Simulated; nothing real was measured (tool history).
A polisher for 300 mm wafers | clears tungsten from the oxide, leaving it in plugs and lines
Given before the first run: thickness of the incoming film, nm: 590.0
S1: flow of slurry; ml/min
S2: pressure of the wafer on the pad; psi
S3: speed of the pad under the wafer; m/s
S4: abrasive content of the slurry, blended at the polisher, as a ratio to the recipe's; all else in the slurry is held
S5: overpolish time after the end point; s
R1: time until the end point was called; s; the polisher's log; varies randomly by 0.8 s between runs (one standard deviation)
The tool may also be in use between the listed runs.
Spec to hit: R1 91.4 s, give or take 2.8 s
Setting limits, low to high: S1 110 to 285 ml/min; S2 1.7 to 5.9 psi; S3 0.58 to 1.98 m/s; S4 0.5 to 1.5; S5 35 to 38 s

run	day	S1	S2	S3	S4	S5	R1
1	0	180	3.8	1.28	1	35	79.065
2	0.358	220	3.8	1.28	1	35	78.067
3	0.6	220	3.8	1.28	1	35	77.575
4	0.625	220	3.6	1.28	1	35	82.002
5	0.746	220	3	1.28	1	35	96.776
6	1.088	175	3	1.28	1	35	99.884
7	1.333	180	3.1	1.28	1	35	97.203
8	1.388	185	3.1	1.28	1	35	96.353

Consider the 4 candidate settings below. Which is the only one whose results all fall within their allowed miss of target?
A	1.442	130	3.7	1.16	0.65	35	?
B	1.442	165	3.4	1.34	0.95	35	?
C	1.442	170	3.2	1.28	1.1	35	?
D	1.442	170	3	1.26	0.95	35	?

move	R1
A	103.63
B	85.77
C	91.323
D	102.27
A: the biggest miss grows against the last run
B: pushes the last run's worst result past its target
C: every result lands within tolerance
D: the biggest miss grows against the last run
Go with C: it meets all targets.
